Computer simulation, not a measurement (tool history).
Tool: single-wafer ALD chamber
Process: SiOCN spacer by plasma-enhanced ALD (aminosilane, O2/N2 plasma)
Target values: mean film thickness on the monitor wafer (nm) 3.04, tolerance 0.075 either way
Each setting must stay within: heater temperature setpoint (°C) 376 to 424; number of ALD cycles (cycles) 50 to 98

run,hour,heater temperature setpoint (°C),number of ALD cycles (cycles),mean film thickness on the monitor wafer (nm)
1,0,400,74,4.0319
2,8,400,68,3.6884
3,13.5,393,68,3.7033
4,19.6,393,73,3.9742
5,25.5,384,73,3.9689
6,26.5,384,70,3.81
7,35.5,384,68,3.7051
8,43.3,384,66,3.5774
9,44.5,384,64,3.4999
10,47.2,384,63,3.4128
11,54.5,385,54,2.9392

5 candidate next runs follow, results not yet known. Just one meets every target within its allowed miss. Identify it.
A,61.8,382,52,?
B,61.8,395,53,?
C,61.8,384,60,?
D,61.8,383,51,?
E,61.8,382,56,?

move,mean film thickness on the monitor wafer (nm)
A,2.8218
B,2.8761
C,3.2559
D,2.7675
E,3.0388
A: moves away from the targets compared with the last run
B: moves away from the targets compared with the last run
C: moves the result that the last run missed by most past its target, out the other side
D: moves away from the targets compared with the last run
E: all results in spec
E meets every target.
